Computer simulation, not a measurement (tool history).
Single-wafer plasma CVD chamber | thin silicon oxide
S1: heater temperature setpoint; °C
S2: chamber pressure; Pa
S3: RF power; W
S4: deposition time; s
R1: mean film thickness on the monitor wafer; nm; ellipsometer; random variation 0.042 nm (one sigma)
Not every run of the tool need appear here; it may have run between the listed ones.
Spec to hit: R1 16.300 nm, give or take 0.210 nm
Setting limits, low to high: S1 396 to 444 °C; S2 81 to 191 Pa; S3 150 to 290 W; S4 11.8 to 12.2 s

Run 1, hour 0.0: S1 420 °C, S2 136 Pa, S3 220 W, S4 11.8 s. Result: R1 22.431 nm.
Run 2, hour 5.3: S1 420 °C, S2 127 Pa, S3 220 W, S4 11.8 s. Result: R1 20.663 nm.
Run 3, hour 6.0: S1 426 °C, S2 127 Pa, S3 220 W, S4 11.8 s. Result: R1 20.563 nm.
Run 4, hour 6.8: S1 427 °C, S2 121 Pa, S3 220 W, S4 11.8 s. Result: R1 19.445 nm.
Run 5, hour 10.9: S1 437 °C, S2 121 Pa, S3 220 W, S4 11.8 s. Result: R1 19.325 nm.
Run 6, hour 17.5: S1 433 °C, S2 121 Pa, S3 220 W, S4 11.8 s. Result: R1 19.404 nm.
Run 7, hour 25.2: S1 434 °C, S2 117 Pa, S3 220 W, S4 11.8 s. Result: R1 18.584 nm.
Run 8, hour 33.7: S1 435 °C, S2 115 Pa, S3 220 W, S4 11.8 s. Result: R1 17.957 nm.
Run 9, hour 34.4: S1 440 °C, S2 97 Pa, S3 220 W, S4 11.8 s. Result: R1 13.420 nm.
Run 10, hour 39.5: S1 439 °C, S2 100 Pa, S3 220 W, S4 11.8 s. Result: R1 14.102 nm.
Run 11, hour 40.1: S1 439 °C, S2 101 Pa, S3 220 W, S4 11.8 s. Result: R1 14.560 nm.
Run 12, hour 43.8: S1 439 °C, S2 103 Pa, S3 220 W, S4 11.8 s. Result: R1 14.801 nm.
Run 13, hour 50.3: S1 439 °C, S2 123 Pa, S3 220 W, S4 11.8 s. Result: R1 19.699 nm.
Run 14, hour 54.7: S1 439 °C, S2 120 Pa, S3 220 W, S4 11.8 s. Result: R1 19.089 nm.

Which of these 4 next moves meets every target?
Run A, hour 59.1: S1 444 °C, S2 113 Pa, S3 225 W, S4 12.0 s. Result: R1 ?.
Run B, hour 59.1: S1 443 °C, S2 109 Pa, S3 210 W, S4 11.9 s. Result: R1 ?.
Run C, hour 59.1: S1 438 °C, S2 101 Pa, S3 245 W, S4 11.8 s. Result: R1 ?.
Run D, hour 59.1: S1 432 °C, S2 109 Pa, S3 220 W, S4 12.0 s. Result: R1 ?.

move      R1
   A  17.906
   B  16.256
   C  15.147
   D  16.846
A: gains on the last run, yet a result remains outside its allowed miss
B: all results in spec
C: takes the biggest miss from the last run beyond its target
D: gains on the last run, yet a result remains outside its allowed miss
Move B is the one to make.

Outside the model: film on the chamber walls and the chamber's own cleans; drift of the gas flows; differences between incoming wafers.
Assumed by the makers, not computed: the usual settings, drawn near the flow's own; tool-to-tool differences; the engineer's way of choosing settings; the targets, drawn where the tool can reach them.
